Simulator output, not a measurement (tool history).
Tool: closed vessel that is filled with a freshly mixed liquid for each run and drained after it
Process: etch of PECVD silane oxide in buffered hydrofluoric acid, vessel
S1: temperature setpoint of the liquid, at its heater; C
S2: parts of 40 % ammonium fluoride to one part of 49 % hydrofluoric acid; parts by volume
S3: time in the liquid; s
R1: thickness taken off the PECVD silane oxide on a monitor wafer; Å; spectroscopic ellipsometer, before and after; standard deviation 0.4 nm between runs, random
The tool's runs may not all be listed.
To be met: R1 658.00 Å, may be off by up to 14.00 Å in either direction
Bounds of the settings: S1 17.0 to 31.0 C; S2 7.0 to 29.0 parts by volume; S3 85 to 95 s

run    day    S1    S2  S3      R1
  1  0.000  23.0  18.0  85  789.76
  2  0.038  23.0  18.0  85  783.72
  3  0.258  26.0  18.0  85  940.31
  4  0.342  25.0  18.0  85  873.87
  5  0.396  24.0  18.0  85  834.32
  6  0.700  24.0  18.0  95  931.70
  7  1.000  23.0  18.0  95  882.03
  8  1.271  22.0  18.0  95  833.73
  9  1.504  21.0  18.0  95  795.36
 10  1.879  20.5  18.0  95  763.94
 11  2.012  20.0  18.0  95  742.73
 12  2.333  19.5  18.0  95  729.94
 13  2.592  19.0  18.0  95  704.33
 14  2.929  18.5  18.0  95  687.58

Exercise: of the 4 proposed moves below, exactly one satisfies all targets within the stated allowed misses. Which move is it?
  A  3.267  18.0  19.0  95   ?
  B  3.267  17.0  15.5  85   ?
  C  3.267  18.0  16.5  95   ?
  D  3.267  22.0  19.5  85   ?

move      R1
   A  636.56
   B  657.71
   C  731.71
   D  694.91
A: takes the result that was furthest off past its target
B: in spec on every target
C: further off than the last run
D: further off than the last run
The move that meets every target is B.
